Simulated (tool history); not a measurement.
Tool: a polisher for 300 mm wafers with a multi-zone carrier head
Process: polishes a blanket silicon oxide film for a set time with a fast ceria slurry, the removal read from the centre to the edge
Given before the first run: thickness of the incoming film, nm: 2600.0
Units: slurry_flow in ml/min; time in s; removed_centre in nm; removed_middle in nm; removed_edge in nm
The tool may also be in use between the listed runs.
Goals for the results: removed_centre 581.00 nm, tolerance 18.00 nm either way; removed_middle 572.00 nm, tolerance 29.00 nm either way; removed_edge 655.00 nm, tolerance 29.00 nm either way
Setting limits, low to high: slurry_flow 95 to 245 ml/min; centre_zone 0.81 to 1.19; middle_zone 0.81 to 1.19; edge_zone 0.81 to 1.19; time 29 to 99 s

Run 1, hour 0.0: slurry_flow 155 ml/min, centre_zone 1.00, middle_zone 1.00, edge_zone 1.00, time 64 s. Result: removed_centre 706.28 nm, removed_middle 740.30 nm, removed_edge 750.76 nm.
Run 2, hour 8.2: slurry_flow 155 ml/min, centre_zone 1.00, middle_zone 1.08, edge_zone 1.00, time 64 s. Result: removed_centre 708.69 nm, removed_middle 782.94 nm, removed_edge 739.73 nm.
Run 3, hour 15.6: slurry_flow 150 ml/min, centre_zone 0.99, middle_zone 1.04, edge_zone 1.00, time 63 s. Result: removed_centre 683.16 nm, removed_middle 757.49 nm, removed_edge 744.92 nm.
Run 4, hour 19.1: slurry_flow 150 ml/min, centre_zone 0.99, middle_zone 1.01, edge_zone 1.00, time 61 s. Result: removed_centre 657.75 nm, removed_middle 690.73 nm, removed_edge 708.32 nm.
Run 5, hour 27.2: slurry_flow 145 ml/min, centre_zone 0.98, middle_zone 0.99, edge_zone 0.99, time 61 s. Result: removed_centre 658.65 nm, removed_middle 676.13 nm, removed_edge 720.99 nm.
At hour 36.1: worn pad replaced by a new one.
Run 6, hour 36.1: slurry_flow 145 ml/min, centre_zone 0.98, middle_zone 0.99, edge_zone 0.95, time 61 s. Result: removed_centre 680.02 nm, removed_middle 731.85 nm, removed_edge 729.16 nm.
Run 7, hour 40.7: slurry_flow 145 ml/min, centre_zone 0.98, middle_zone 0.98, edge_zone 0.97, time 60 s. Result: removed_centre 675.26 nm, removed_middle 703.37 nm, removed_edge 736.15 nm.
Run 8, hour 42.4: slurry_flow 145 ml/min, centre_zone 0.98, middle_zone 0.98, edge_zone 1.00, time 59 s. Result: removed_centre 668.43 nm, removed_middle 678.17 nm, removed_edge 718.69 nm.
Run 9, hour 49.2: slurry_flow 115 ml/min, centre_zone 0.94, middle_zone 0.90, edge_zone 1.03, time 53 s. Result: removed_centre 539.15 nm, removed_middle 538.11 nm, removed_edge 650.11 nm.
Run 10, hour 54.5: slurry_flow 120 ml/min, centre_zone 0.95, middle_zone 0.90, edge_zone 1.03, time 53 s. Result: removed_centre 559.07 nm, removed_middle 554.22 nm, removed_edge 649.57 nm.
Run 11, hour 61.1: slurry_flow 125 ml/min, centre_zone 0.95, middle_zone 0.90, edge_zone 1.03, time 53 s. Result: removed_centre 552.82 nm, removed_middle 559.81 nm, removed_edge 649.08 nm.
Run 12, hour 70.0: slurry_flow 125 ml/min, centre_zone 0.95, middle_zone 0.90, edge_zone 1.03, time 53 s. Result: removed_centre 557.12 nm, removed_middle 557.04 nm, removed_edge 666.04 nm.

Next run, 4 choices. One meets every target within its allowed miss, the rest don't. Which?
Run A, hour 78.9: slurry_flow 135 ml/min, centre_zone 0.92, middle_zone 0.85, edge_zone 1.13, time 56 s. Result: removed_centre ?, removed_middle ?, removed_edge ?.
Run B, hour 78.9: slurry_flow 160 ml/min, centre_zone 0.96, middle_zone 0.91, edge_zone 1.04, time 51 s. Result: removed_centre ?, removed_middle ?, removed_edge ?.
Run C, hour 78.9: slurry_flow 145 ml/min, centre_zone 0.92, middle_zone 0.94, edge_zone 1.01, time 57 s. Result: removed_centre ?, removed_middle ?, removed_edge ?.
Run D, hour 78.9: slurry_flow 115 ml/min, centre_zone 0.93, middle_zone 1.02, edge_zone 0.96, time 57 s. Result: removed_centre ?, removed_middle ?, removed_edge ?.

move  removed_centre  removed_middle  removed_edge
   A          584.14          580.02        734.90
   B          577.89          579.76        660.86
   C          606.06          652.42        718.09
   D          573.28          659.10        673.30
A: the furthest-off result lands on target, but another misses its tolerance
B: in spec on every target
C: moves the result that the last run missed by most past its target, out the other side
D: the furthest-off result lands on target, but another misses its tolerance
So the answer is move B, the one that meets all the targets.

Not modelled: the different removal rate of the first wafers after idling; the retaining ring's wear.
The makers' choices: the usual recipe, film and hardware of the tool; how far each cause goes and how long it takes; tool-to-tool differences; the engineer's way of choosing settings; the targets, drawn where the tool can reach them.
